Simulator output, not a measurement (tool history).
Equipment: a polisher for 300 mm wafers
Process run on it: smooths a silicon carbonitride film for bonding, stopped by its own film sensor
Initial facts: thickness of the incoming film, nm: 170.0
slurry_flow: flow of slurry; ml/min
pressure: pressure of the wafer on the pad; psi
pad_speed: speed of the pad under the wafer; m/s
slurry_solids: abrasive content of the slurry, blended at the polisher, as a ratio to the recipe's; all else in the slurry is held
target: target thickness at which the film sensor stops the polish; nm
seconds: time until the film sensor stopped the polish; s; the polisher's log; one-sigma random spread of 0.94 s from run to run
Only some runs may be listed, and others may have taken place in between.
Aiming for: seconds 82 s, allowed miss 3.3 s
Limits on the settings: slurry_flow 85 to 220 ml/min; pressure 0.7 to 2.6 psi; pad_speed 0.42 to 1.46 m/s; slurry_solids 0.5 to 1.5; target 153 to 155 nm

| run | hour | slurry_flow | pressure | pad_speed | slurry_solids | target | seconds |
|---|---|---|---|---|---|---|---|
| 1 | 0 | 140 | 1.6 | 0.94 | 1 | 153 | 104.65 |
| 2 | 7.2 | 140 | 1.4 | 0.94 | 1 | 153 | 117.94 |
| 3 | 13.4 | 170 | 1.4 | 0.94 | 1 | 153 | 117.26 |
| 4 | 14.7 | 170 | 1.3 | 0.94 | 1 | 153 | 125.49 |
| 5 | 17.3 | 170 | 1.3 | 1.02 | 1 | 153 | 119.32 |
| 6 | 25.9 | 170 | 1 | 1.02 | 1 | 153 | 154.23 |
| 7 | 31.7 | 170 | 1.1 | 1.02 | 1 | 153 | 139.66 |
| 8 | 39.3 | 170 | 1.2 | 1.02 | 1 | 153 | 127.86 |
| 9 | 40.5 | 170 | 1.3 | 1.02 | 1 | 153 | 120.85 |
| 10 | 42.4 | 170 | 1.4 | 1.02 | 1 | 153 | 109.64 |
| 11 | 48.5 | 170 | 1.5 | 1.02 | 1 | 153 | 102.81 |
| 12 | 50.1 | 170 | 1.7 | 1.02 | 1 | 153 | 92.739 |

Which one of the following 5 next-run settings gets every result inside its allowed miss? There is exactly one.
| A | 51.7 | 170 | 1.5 | 1.08 | 1 | 154 | ? |
| B | 51.7 | 135 | 1.8 | 0.92 | 0.85 | 153 | ? |
| C | 51.7 | 190 | 1.9 | 1.08 | 0.8 | 155 | ? |
| D | 51.7 | 195 | 1.9 | 0.94 | 1.05 | 153 | ? |
| E | 51.7 | 150 | 1.7 | 1.06 | 1.2 | 155 | ? |

| move | seconds |
|---|---|
| A | 94.236 |
| B | 103.76 |
| C | 77.082 |
| D | 82.892 |
| E | 74.567 |
A: lands further from the targets than the last run did
B: lands further from the targets than the last run did
C: takes the result that was furthest off past its target
D: all results in spec
E: takes the result that was furthest off past its target
Move D is the one to make.
